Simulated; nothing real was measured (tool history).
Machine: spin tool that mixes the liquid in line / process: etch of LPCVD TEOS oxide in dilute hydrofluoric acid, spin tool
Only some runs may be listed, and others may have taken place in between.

run    day  temperature setpoint of the liquid (C)  parts of water to one part of 49 % hydrofluoric acid (parts by volume)  time under the liquid (s)  thickness taken off the LPCVD TEOS oxide on a monitor wafer (nm)
  1  0.000                                    24.0                                                                     275                         45                                                            5.8549
  2  0.233                                    24.0                                                                     275                         35                                                            4.4968
  3  0.258                                    26.0                                                                     275                         35                                                            4.7927
  4  0.508                                    26.0                                                                     310                         35                                                            4.1603
  5  0.862                                    26.0                                                                     310                         35                                                            4.2000
  6  0.925                                    27.0                                                                     250                         35                                                            5.6896
  7  1.038                                    31.0                                                                     140                         35                                                           13.5610

Run 8 comes next. What will it give?
  8  1.129                                    31.5                                                                     135                         35                                                                 ?

{"run 8": {"thickness taken off the LPCVD TEOS oxide on a monitor wafer (nm)": 14.441}}

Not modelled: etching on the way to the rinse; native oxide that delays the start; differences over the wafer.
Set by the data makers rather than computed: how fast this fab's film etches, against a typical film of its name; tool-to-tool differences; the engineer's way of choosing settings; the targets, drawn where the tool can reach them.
